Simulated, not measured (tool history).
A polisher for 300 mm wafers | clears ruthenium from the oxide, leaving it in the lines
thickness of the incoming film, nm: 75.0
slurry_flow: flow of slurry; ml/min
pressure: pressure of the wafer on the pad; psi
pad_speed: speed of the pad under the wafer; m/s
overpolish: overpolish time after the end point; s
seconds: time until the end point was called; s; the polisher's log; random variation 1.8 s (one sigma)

Run 1, hour 0.0: slurry_flow 305 ml/min, pressure 1.3 psi, pad_speed 0.86 m/s, overpolish 30 s. Result: seconds 141.40 s.
Run 2, hour 7.8: slurry_flow 240 ml/min, pressure 1.3 psi, pad_speed 0.86 m/s, overpolish 30 s. Result: seconds 143.22 s.
Run 3, hour 10.4: slurry_flow 280 ml/min, pressure 1.3 psi, pad_speed 0.86 m/s, overpolish 30 s. Result: seconds 139.81 s.
Run 4, hour 12.4: slurry_flow 280 ml/min, pressure 1.3 psi, pad_speed 0.76 m/s, overpolish 30 s. Result: seconds 161.26 s.
Run 5, hour 18.6: slurry_flow 280 ml/min, pressure 1.6 psi, pad_speed 0.76 m/s, overpolish 30 s. Result: seconds 132.11 s.
Run 6, hour 20.1: slurry_flow 280 ml/min, pressure 1.4 psi, pad_speed 0.76 m/s, overpolish 30 s. Result: seconds 156.36 s.
Run 7, hour 23.6: slurry_flow 280 ml/min, pressure 1.5 psi, pad_speed 0.76 m/s, overpolish 30 s. Result: seconds 140.16 s.
Run 8, hour 25.8: slurry_flow 280 ml/min, pressure 1.6 psi, pad_speed 0.76 m/s, overpolish 30 s. Result: seconds 126.68 s.
Run 9, hour 26.3: slurry_flow 280 ml/min, pressure 1.7 psi, pad_speed 0.76 m/s, overpolish 30 s. Result: seconds 126.39 s.
Run 10, hour 27.7: slurry_flow 280 ml/min, pressure 1.7 psi, pad_speed 0.76 m/s, overpolish 30 s. Result: seconds 121.60 s.
Run 11, hour 35.1: slurry_flow 280 ml/min, pressure 1.8 psi, pad_speed 0.76 m/s, overpolish 30 s. Result: seconds 112.33 s.

Run 12 comes next. What will it give?
Run 12, hour 41.4: slurry_flow 280 ml/min, pressure 1.9 psi, pad_speed 0.76 m/s, overpolish 30 s. Result: seconds ?.

seconds: 110.30 s
